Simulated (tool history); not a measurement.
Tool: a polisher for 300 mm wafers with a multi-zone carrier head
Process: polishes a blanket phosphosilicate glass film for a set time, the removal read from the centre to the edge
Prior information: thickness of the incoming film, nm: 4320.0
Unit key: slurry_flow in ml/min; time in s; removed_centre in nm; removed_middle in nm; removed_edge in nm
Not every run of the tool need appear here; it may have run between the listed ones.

run 1 hour=0 | slurry_flow=205 centre_zone=1 middle_zone=1 edge_zone=1 slurry_solids=1 time=49 | removed_centre=601.24 removed_middle=610.51 removed_edge=602.48
run 2 hour=0.7 | slurry_flow=205 centre_zone=0.94 middle_zone=1 edge_zone=1 slurry_solids=1 time=49 | removed_centre=575.4 removed_middle=611.49 removed_edge=601.42
run 3 hour=3.1 | slurry_flow=205 centre_zone=0.94 middle_zone=1 edge_zone=1 slurry_solids=0.9 time=49 | removed_centre=535.62 removed_middle=584.09 removed_edge=572.2
run 4 hour=5.7 | slurry_flow=245 centre_zone=0.94 middle_zone=1 edge_zone=1 slurry_solids=0.9 time=49 | removed_centre=546.81 removed_middle=600.23 removed_edge=573.37
run 5 hour=7.9 | slurry_flow=255 centre_zone=1 middle_zone=1.04 edge_zone=0.99 slurry_solids=1 time=49 | removed_centre=617.6 removed_middle=637.14 removed_edge=614.43
run 6 hour=15.4 | slurry_flow=265 centre_zone=1.03 middle_zone=1.08 edge_zone=0.94 slurry_solids=1.05 time=50 | removed_centre=662.26 removed_middle=693.25 removed_edge=633.96

Run 7 is up next; what results do you expect?
run 7 hour=23.2 | slurry_flow=270 centre_zone=1.07 middle_zone=1.11 edge_zone=0.91 slurry_solids=1.1 time=50 | removed_centre=? removed_middle=? removed_edge=?

{"run 7": {"removed_centre": 711.03, "removed_middle": 726.87, "removed_edge": 631.23}}
